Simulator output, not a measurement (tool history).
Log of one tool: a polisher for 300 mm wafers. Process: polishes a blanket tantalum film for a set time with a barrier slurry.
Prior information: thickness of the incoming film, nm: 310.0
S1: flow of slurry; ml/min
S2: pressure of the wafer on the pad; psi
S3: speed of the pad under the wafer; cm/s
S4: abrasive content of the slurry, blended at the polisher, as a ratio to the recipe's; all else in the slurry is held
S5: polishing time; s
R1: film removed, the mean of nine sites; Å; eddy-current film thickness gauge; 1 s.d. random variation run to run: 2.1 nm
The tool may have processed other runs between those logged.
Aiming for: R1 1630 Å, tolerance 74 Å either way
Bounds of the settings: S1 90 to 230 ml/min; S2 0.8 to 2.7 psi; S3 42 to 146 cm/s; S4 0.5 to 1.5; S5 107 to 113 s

Run 1, hour 0: S1 150 ml/min, S2 1.7 psi, S3 94 cm/s, S4 1, S5 107 s. Result: R1 1270 Å.
Run 2, hour 3.3: S1 150 ml/min, S2 1.7 psi, S3 94 cm/s, S4 0.85, S5 107 s. Result: R1 1239 Å.
Run 3, hour 10.9: S1 150 ml/min, S2 1.7 psi, S3 94 cm/s, S4 0.85, S5 113 s. Result: R1 1277.7 Å.
Run 4, hour 14.7: S1 150 ml/min, S2 1.8 psi, S3 94 cm/s, S4 0.85, S5 113 s. Result: R1 1391.2 Å.
Run 5, hour 15.3: S1 125 ml/min, S2 1.8 psi, S3 94 cm/s, S4 0.85, S5 113 s. Result: R1 1325.6 Å.
Run 6, hour 22.1: S1 130 ml/min, S2 1.8 psi, S3 94 cm/s, S4 0.85, S5 113 s. Result: R1 1342.9 Å.
Run 7, hour 24.2: S1 135 ml/min, S2 1.8 psi, S3 94 cm/s, S4 0.85, S5 113 s. Result: R1 1361.4 Å.
Run 8, hour 29.6: S1 140 ml/min, S2 1.8 psi, S3 94 cm/s, S4 0.85, S5 113 s. Result: R1 1347.5 Å.
Run 9, hour 30.5: S1 140 ml/min, S2 1.9 psi, S3 94 cm/s, S4 0.85, S5 113 s. Result: R1 1420.7 Å.
Run 10, hour 38.7: S1 145 ml/min, S2 2 psi, S3 94 cm/s, S4 0.85, S5 113 s. Result: R1 1549.9 Å.
Run 11, hour 47.4: S1 150 ml/min, S2 2 psi, S3 94 cm/s, S4 0.85, S5 113 s. Result: R1 1542.4 Å.
Run 12, hour 56: S1 155 ml/min, S2 2 psi, S3 94 cm/s, S4 0.85, S5 113 s. Result: R1 1508.5 Å.

Below are 4 possible settings for the next run. Only one of them brings all results inside the allowed miss of their targets. Which is it?
Run A, hour 64.6: S1 155 ml/min, S2 2.2 psi, S3 86 cm/s, S4 0.7, S5 109 s. Result: R1 ?.
Run B, hour 64.6: S1 195 ml/min, S2 1.9 psi, S3 88 cm/s, S4 0.75, S5 113 s. Result: R1 ?.
Run C, hour 64.6: S1 130 ml/min, S2 1.9 psi, S3 112 cm/s, S4 1, S5 107 s. Result: R1 ?.
Run D, hour 64.6: S1 200 ml/min, S2 2.2 psi, S3 80 cm/s, S4 0.75, S5 113 s. Result: R1 ?.

move      R1
   A  1386.6
   B  1352.8
   C  1659.1
   D  1428.1
A: further off than the last run
B: further off than the last run
C: hits every target within its allowed miss
D: further off than the last run
Go with C: it meets all targets.

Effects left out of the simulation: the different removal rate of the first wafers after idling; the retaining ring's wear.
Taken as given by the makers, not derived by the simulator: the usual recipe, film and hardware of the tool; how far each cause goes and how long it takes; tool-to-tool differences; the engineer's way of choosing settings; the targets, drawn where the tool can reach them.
